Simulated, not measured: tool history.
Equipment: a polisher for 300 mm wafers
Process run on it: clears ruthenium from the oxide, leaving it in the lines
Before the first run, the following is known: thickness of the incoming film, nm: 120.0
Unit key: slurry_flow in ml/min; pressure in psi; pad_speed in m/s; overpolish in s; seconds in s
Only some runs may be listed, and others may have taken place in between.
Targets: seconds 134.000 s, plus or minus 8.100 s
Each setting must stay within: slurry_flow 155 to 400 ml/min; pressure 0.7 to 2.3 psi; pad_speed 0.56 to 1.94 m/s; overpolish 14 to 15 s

| run | hour | slurry_flow | pressure | pad_speed | overpolish | seconds |
|---|---|---|---|---|---|---|
| 1 | 0.0 | 255 | 1.5 | 1.24 | 14 | 96.263 |
| 2 | 4.0 | 255 | 1.4 | 1.22 | 14 | 100.530 |
| 3 | 7.5 | 255 | 1.4 | 1.22 | 15 | 102.600 |
| 4 | 11.2 | 255 | 1.4 | 1.22 | 15 | 100.850 |
| 5 | 19.5 | 205 | 1.4 | 1.22 | 15 | 105.730 |
| 6 | 24.7 | 205 | 1.4 | 1.22 | 14 | 104.400 |
| 7 | 29.9 | 205 | 1.4 | 1.22 | 14 | 105.480 |
| 8 | 32.0 | 205 | 1.3 | 1.20 | 14 | 114.580 |
| 9 | 39.5 | 205 | 1.2 | 1.20 | 14 | 120.060 |

Which of these 4 next moves meets every target?
| A | 47.0 | 220 | 1.3 | 1.44 | 14 | ? |
| B | 47.0 | 180 | 1.4 | 1.18 | 14 | ? |
| C | 47.0 | 190 | 1.0 | 1.34 | 15 | ? |
| D | 47.0 | 190 | 1.2 | 1.40 | 15 | ? |

| move | seconds |
|---|---|
| A | 99.856 |
| B | 109.330 |
| C | 137.520 |
| D | 111.920 |
A: further off than the last run
B: further off than the last run
C: every result within its allowed miss
D: further off than the last run
Move C is the one to make.

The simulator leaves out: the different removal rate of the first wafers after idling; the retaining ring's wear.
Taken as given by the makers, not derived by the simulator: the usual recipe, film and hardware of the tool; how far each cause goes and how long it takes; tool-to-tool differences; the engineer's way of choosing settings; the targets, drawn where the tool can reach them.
